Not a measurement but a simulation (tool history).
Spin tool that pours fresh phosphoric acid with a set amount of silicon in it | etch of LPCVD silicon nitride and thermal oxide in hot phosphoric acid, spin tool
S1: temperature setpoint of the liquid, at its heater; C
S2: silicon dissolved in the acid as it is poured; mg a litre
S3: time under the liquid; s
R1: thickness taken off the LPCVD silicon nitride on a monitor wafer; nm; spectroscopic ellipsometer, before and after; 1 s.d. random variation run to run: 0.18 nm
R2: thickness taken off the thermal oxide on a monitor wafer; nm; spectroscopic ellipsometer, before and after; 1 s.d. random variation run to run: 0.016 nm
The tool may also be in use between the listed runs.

run 1 hour=0.0 | S1=161.0 S2=25.0 S3=180 | R1=16.3400 R2=0.29501
run 2 hour=6.4 | S1=161.0 S2=25.0 S3=110 | R1=9.8363 R2=0.17815
run 3 hour=12.9 | S1=162.0 S2=32.0 S3=140 | R1=13.1500 R2=0.19481
run 4 hour=21.8 | S1=161.0 S2=32.0 S3=140 | R1=12.9050 R2=0.17967
run 5 hour=24.0 | S1=161.0 S2=41.0 S3=140 | R1=12.7490 R2=0.11178
run 6 hour=24.9 | S1=162.0 S2=43.0 S3=160 | R1=14.8350 R2=0.11188
run 7 hour=29.7 | S1=164.5 S2=34.5 S3=230 | R1=23.5490 R2=0.38317
run 8 hour=30.2 | S1=164.0 S2=37.5 S3=230 | R1=22.9060 R2=0.26263

Run 9 is up next; what results do you expect?
run 9 hour=37.7 | S1=164.0 S2=37.5 S3=230 | R1=? R2=?

R1: 22.9790 nm
R2: 0.24925 nm
